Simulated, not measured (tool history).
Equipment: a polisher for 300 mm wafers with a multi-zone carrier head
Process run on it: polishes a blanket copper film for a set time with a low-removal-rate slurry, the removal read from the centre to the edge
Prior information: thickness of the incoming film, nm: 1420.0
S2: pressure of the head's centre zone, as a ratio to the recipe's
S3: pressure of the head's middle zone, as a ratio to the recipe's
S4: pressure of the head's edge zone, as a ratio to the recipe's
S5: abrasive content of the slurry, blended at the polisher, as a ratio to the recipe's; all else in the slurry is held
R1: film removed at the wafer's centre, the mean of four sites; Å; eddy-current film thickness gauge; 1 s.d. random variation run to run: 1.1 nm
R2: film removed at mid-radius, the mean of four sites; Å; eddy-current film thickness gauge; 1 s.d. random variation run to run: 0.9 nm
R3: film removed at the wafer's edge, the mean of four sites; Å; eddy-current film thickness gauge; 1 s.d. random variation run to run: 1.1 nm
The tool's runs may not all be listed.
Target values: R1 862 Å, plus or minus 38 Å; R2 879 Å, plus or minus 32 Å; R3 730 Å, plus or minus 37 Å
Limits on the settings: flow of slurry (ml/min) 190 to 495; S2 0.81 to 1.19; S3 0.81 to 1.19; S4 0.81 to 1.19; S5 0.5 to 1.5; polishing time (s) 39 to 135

{"run": 1, "hour": 0.0, "flow of slurry (ml/min)": 320, "S2": 1, "S3": 1, "S4": 1, "S5": 1, "polishing time (s)": 87, "R1": 1280.5, "R2": 1303.3, "R3": 1259.5}
{"run": 2, "hour": 3.4, "flow of slurry (ml/min)": 320, "S2": 1.01, "S3": 1.01, "S4": 0.97, "S5": 0.95, "polishing time (s)": 81, "R1": 1202.3, "R2": 1198.7, "R3": 1180.6}
{"run": 3, "hour": 6.4, "flow of slurry (ml/min)": 320, "S2": 1.01, "S3": 1.01, "S4": 0.97, "S5": 0.75, "polishing time (s)": 81, "R1": 1120.9, "R2": 1137.6, "R3": 1119.1}
{"run": 4, "hour": 8.8, "flow of slurry (ml/min)": 320, "S2": 1.01, "S3": 1.06, "S4": 0.97, "S5": 0.75, "polishing time (s)": 81, "R1": 1116.1, "R2": 1198.6, "R3": 1127.1}
{"run": 5, "hour": 15.7, "flow of slurry (ml/min)": 320, "S2": 1.01, "S3": 1.06, "S4": 0.94, "S5": 0.75, "polishing time (s)": 81, "R1": 1136.2, "R2": 1197.2, "R3": 1089.5}
{"run": 6, "hour": 20.2, "flow of slurry (ml/min)": 320, "S2": 1.04, "S3": 1.06, "S4": 0.94, "S5": 0.75, "polishing time (s)": 81, "R1": 1157.4, "R2": 1171.7, "R3": 1109.2}
{"run": 7, "hour": 22.0, "flow of slurry (ml/min)": 320, "S2": 1.04, "S3": 1.06, "S4": 0.94, "S5": 0.75, "polishing time (s)": 81, "R1": 1145.5, "R2": 1190.3, "R3": 1090.3}
{"run": 8, "hour": 24.2, "flow of slurry (ml/min)": 335, "S2": 1.11, "S3": 1.12, "S4": 0.84, "S5": 0.5, "polishing time (s)": 57, "R1": 811.2, "R2": 800.07, "R3": 674.47}
{"run": 9, "hour": 31.3, "flow of slurry (ml/min)": 335, "S2": 1.11, "S3": 1.13, "S4": 0.85, "S5": 0.5, "polishing time (s)": 57, "R1": 791.86, "R2": 815.4, "R3": 677.16}
{"run": 10, "hour": 33.5, "flow of slurry (ml/min)": 335, "S2": 1.12, "S3": 1.13, "S4": 0.86, "S5": 0.55, "polishing time (s)": 57, "R1": 811.03, "R2": 825.51, "R3": 701.69}
{"run": 11, "hour": 37.2, "flow of slurry (ml/min)": 335, "S2": 1.13, "S3": 1.14, "S4": 0.86, "S5": 0.55, "polishing time (s)": 57, "R1": 829.55, "R2": 815.16, "R3": 695.49}
{"run": 12, "hour": 39.7, "flow of slurry (ml/min)": 335, "S2": 1.13, "S3": 1.15, "S4": 0.86, "S5": 0.55, "polishing time (s)": 57, "R1": 849.42, "R2": 840.83, "R3": 672.64}
{"run": 13, "hour": 43.9, "flow of slurry (ml/min)": 335, "S2": 1.12, "S3": 1.15, "S4": 0.87, "S5": 0.55, "polishing time (s)": 57, "R1": 839.26, "R2": 861.66, "R3": 692.13}

Next run, 5 choices. One meets every target within its allowed miss, the rest don't. Which?
{"run": "A", "hour": 48.1, "flow of slurry (ml/min)": 255, "S2": 1.07, "S3": 1.09, "S4": 0.87, "S5": 0.55, "polishing time (s)": 66, "R1": "?", "R2": "?", "R3": "?"}
{"run": "B", "hour": 48.1, "flow of slurry (ml/min)": 295, "S2": 1.16, "S3": 1.17, "S4": 0.84, "S5": 0.6, "polishing time (s)": 66, "R1": "?", "R2": "?", "R3": "?"}
{"run": "C", "hour": 48.1, "flow of slurry (ml/min)": 320, "S2": 1.16, "S3": 0.96, "S4": 0.9, "S5": 0.55, "polishing time (s)": 66, "R1": "?", "R2": "?", "R3": "?"}
{"run": "D", "hour": 48.1, "flow of slurry (ml/min)": 375, "S2": 1.02, "S3": 0.94, "S4": 0.9, "S5": 0.5, "polishing time (s)": 66, "R1": "?", "R2": "?", "R3": "?"}
{"run": "E", "hour": 48.1, "flow of slurry (ml/min)": 330, "S2": 1.12, "S3": 1.15, "S4": 0.86, "S5": 0.5, "polishing time (s)": 61, "R1": "?", "R2": "?", "R3": "?"}

move=A R1=860.32 R2=883.78 R3=786.75
move=B R1=982.53 R2=984.45 R3=804.83
move=C R1=978.52 R2=828.21 R3=826.03
move=D R1=865.28 R2=817.6 R3=824.51
move=E R1=861.62 R2=879.48 R3=733.87
A: carries the result that was furthest off beyond its target, to the other side
B: carries the result that was furthest off beyond its target, to the other side
C: carries the result that was furthest off beyond its target, to the other side
D: carries the result that was furthest off beyond its target, to the other side
E: every result within its allowed miss
The move that meets every target is E.
